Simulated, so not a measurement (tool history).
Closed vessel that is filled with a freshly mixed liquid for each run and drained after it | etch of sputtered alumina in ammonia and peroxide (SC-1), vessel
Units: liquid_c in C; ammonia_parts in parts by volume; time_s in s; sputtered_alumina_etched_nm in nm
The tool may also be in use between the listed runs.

run    day  liquid_c  ammonia_parts  time_s  sputtered_alumina_etched_nm
  1      0        54            0.4      65                        3.596
  2  0.167      47.5            0.4      65                        2.505
  3  0.229      47.5            0.3      65                       2.4405
  4  0.425        51            0.3      65                       2.9696
  5  0.783      53.5            0.3      65                       3.4086
  6  0.917      53.5           0.35      65                       3.4075
  7   1.15      55.5           0.35      65                        3.855
  8  1.446        57           0.35      65                       4.1431

Forecast run 9:
  9  1.717      64.5           0.35      65                            ?

{"run 9": {"sputtered_alumina_etched_nm": 6.1061}}
